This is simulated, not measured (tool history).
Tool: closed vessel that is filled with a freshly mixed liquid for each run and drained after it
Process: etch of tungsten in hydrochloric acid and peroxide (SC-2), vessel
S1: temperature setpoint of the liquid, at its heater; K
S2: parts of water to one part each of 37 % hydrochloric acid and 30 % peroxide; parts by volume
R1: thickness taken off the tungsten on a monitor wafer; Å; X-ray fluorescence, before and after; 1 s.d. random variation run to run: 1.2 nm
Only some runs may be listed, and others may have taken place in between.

Run 1, hour 0.0: S1 323.15 K, S2 12.0 parts by volume, time in the liquid (s) 480. Result: R1 921.87 Å.
Run 2, hour 0.6: S1 323.15 K, S2 8.5 parts by volume, time in the liquid (s) 480. Result: R1 1224.30 Å.
Run 3, hour 2.2: S1 327.65 K, S2 8.5 parts by volume, time in the liquid (s) 480. Result: R1 1654.80 Å.
Run 4, hour 9.1: S1 333.65 K, S2 8.5 parts by volume, time in the liquid (s) 480. Result: R1 2402.80 Å.
At hour 12.6: thermometer replaced.
Run 5, hour 12.6: S1 334.65 K, S2 8.5 parts by volume, time in the liquid (s) 480. Result: R1 2363.20 Å.
Run 6, hour 20.8: S1 331.65 K, S2 8.5 parts by volume, time in the liquid (s) 480. Result: R1 1973.50 Å.
Run 7, hour 26.4: S1 334.15 K, S2 8.5 parts by volume, time in the liquid (s) 480. Result: R1 2294.70 Å.

Estimate the outcome of run 8 from the log above:
Run 8, hour 29.1: S1 339.15 K, S2 8.5 parts by volume, time in the liquid (s) 480. Result: R1 ?.

R1: 3131.20 Å
